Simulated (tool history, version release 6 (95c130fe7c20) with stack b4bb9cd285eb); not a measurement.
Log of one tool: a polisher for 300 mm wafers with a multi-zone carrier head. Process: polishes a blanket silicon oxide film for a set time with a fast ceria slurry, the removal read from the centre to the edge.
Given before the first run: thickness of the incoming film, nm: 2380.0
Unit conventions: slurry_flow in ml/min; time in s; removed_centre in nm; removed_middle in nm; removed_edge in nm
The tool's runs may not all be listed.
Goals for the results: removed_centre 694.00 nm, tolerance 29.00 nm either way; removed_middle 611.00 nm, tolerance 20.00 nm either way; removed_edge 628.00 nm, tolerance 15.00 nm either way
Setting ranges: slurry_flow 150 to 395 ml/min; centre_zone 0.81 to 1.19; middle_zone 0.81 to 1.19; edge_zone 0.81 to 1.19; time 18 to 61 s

{"run": 1, "day": 0.0, "slurry_flow": 250, "centre_zone": 1.0, "middle_zone": 1.0, "edge_zone": 1.0, "time": 39, "removed_centre": 710.01, "removed_middle": 700.33, "removed_edge": 702.06}
{"run": 2, "day": 0.283, "slurry_flow": 250, "centre_zone": 1.0, "middle_zone": 1.0, "edge_zone": 1.08, "time": 39, "removed_centre": 715.95, "removed_middle": 722.07, "removed_edge": 739.81}
{"run": 3, "day": 0.533, "slurry_flow": 240, "centre_zone": 1.01, "middle_zone": 0.98, "edge_zone": 1.02, "time": 39, "removed_centre": 712.86, "removed_middle": 703.01, "removed_edge": 719.27}
{"run": 4, "day": 0.575, "slurry_flow": 250, "centre_zone": 1.02, "middle_zone": 0.96, "edge_zone": 0.98, "time": 38, "removed_centre": 712.04, "removed_middle": 670.38, "removed_edge": 670.6}
{"run": 5, "day": 0.762, "slurry_flow": 245, "centre_zone": 1.02, "middle_zone": 0.93, "edge_zone": 0.96, "time": 38, "removed_centre": 711.21, "removed_middle": 660.87, "removed_edge": 666.56}
{"run": 6, "day": 0.979, "slurry_flow": 245, "centre_zone": 1.02, "middle_zone": 0.93, "edge_zone": 0.96, "time": 42, "removed_centre": 774.92, "removed_middle": 722.37, "removed_edge": 740.96}
{"run": 7, "day": 1.004, "slurry_flow": 240, "centre_zone": 1.01, "middle_zone": 0.9, "edge_zone": 0.93, "time": 41, "removed_centre": 737.87, "removed_middle": 686.99, "removed_edge": 723.29}
{"run": 8, "day": 1.096, "slurry_flow": 235, "centre_zone": 1.02, "middle_zone": 0.89, "edge_zone": 0.9, "time": 40, "removed_centre": 723.11, "removed_middle": 662.92, "removed_edge": 680.9}
{"run": 9, "day": 1.212, "slurry_flow": 190, "centre_zone": 1.02, "middle_zone": 0.82, "edge_zone": 0.83, "time": 39, "removed_centre": 682.49, "removed_middle": 575.8, "removed_edge": 630.67}

Which one of the following 5 next-run settings gets every result inside its allowed miss? There is exactly one.
{"run": "A", "day": 1.329, "slurry_flow": 150, "centre_zone": 1.05, "middle_zone": 0.82, "edge_zone": 0.93, "time": 41, "removed_centre": "?", "removed_middle": "?", "removed_edge": "?"}
{"run": "B", "day": 1.329, "slurry_flow": 150, "centre_zone": 1.01, "middle_zone": 0.81, "edge_zone": 0.82, "time": 41, "removed_centre": "?", "removed_middle": "?", "removed_edge": "?"}
{"run": "C", "day": 1.329, "slurry_flow": 180, "centre_zone": 0.99, "middle_zone": 0.82, "edge_zone": 0.86, "time": 41, "removed_centre": "?", "removed_middle": "?", "removed_edge": "?"}
{"run": "D", "day": 1.329, "slurry_flow": 225, "centre_zone": 1.0, "middle_zone": 0.84, "edge_zone": 0.81, "time": 39, "removed_centre": "?", "removed_middle": "?", "removed_edge": "?"}
{"run": "E", "day": 1.329, "slurry_flow": 265, "centre_zone": 0.94, "middle_zone": 0.82, "edge_zone": 0.87, "time": 37, "removed_centre": "?", "removed_middle": "?", "removed_edge": "?"}

move=A removed_centre=699.53 removed_middle=591.57 removed_edge=668.53
move=B removed_centre=672.64 removed_middle=586.04 removed_edge=631.62
move=C removed_centre=688.86 removed_middle=615.38 removed_edge=663.45
move=D removed_centre=690.04 removed_middle=619.32 removed_edge=631.53
move=E removed_centre=629.87 removed_middle=589.07 removed_edge=628.73
A: brings the result that was furthest off to its target, and leaves another outside
B: closer than the last run, but not yet in spec
C: brings the result that was furthest off to its target, and leaves another outside
D: every result lands within tolerance
E: misses by more than the last run did
D is the move that brings every result within its allowed miss.
